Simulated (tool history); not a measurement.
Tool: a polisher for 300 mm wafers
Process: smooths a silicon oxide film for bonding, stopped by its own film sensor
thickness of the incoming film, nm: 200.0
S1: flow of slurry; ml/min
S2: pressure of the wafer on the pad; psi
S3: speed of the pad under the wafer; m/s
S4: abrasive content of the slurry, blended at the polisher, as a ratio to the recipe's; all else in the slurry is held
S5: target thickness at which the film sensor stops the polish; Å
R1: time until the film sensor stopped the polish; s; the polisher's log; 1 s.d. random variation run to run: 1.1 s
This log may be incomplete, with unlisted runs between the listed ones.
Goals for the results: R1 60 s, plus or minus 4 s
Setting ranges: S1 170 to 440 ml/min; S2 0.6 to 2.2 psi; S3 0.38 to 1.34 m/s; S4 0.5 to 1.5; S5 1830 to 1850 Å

run    day   S1   S2    S3   S4    S5      R1
  1      0  280  1.4  0.86    1  1830  31.114
  2  0.296  280  1.3  0.84    1  1830  34.768
  3  0.358  280  1.3  0.84  1.2  1830  30.316
  4  0.521  280  1.3  0.84  1.2  1850  27.772
  5  0.892  315  1.3  0.84  1.2  1850  28.128
  6  1.262  315  1.2  0.78  1.2  1850  31.279
  7  1.354  315  1.1  0.72  1.2  1850  35.998
  8  1.492  315    1  0.68  1.2  1850  40.122
  9  1.646  315  0.9  0.66  1.2  1850  45.028
 10  1.692  315  0.8  0.64  1.2  1850  51.042

Pick the move, out of 5, that brings all results within their allowed miss; only one does.
  A  1.738  355  0.7  0.72  1.25  1830   ?
  B  1.738  385  0.7  0.54   1.2  1830   ?
  C  1.738  300  0.6  0.68  1.15  1840   ?
  D  1.738  350  0.7  0.64   1.1  1830   ?
  E  1.738  260  0.7  0.66  1.05  1830   ?

move      R1
   A   61.04
   B  74.226
   C   72.59
   D  70.125
   E  72.177
A: all results in spec
B: pushes the last run's worst result past its target
C: pushes the last run's worst result past its target
D: pushes the last run's worst result past its target
E: pushes the last run's worst result past its target
A is the move that brings every result within its allowed miss.

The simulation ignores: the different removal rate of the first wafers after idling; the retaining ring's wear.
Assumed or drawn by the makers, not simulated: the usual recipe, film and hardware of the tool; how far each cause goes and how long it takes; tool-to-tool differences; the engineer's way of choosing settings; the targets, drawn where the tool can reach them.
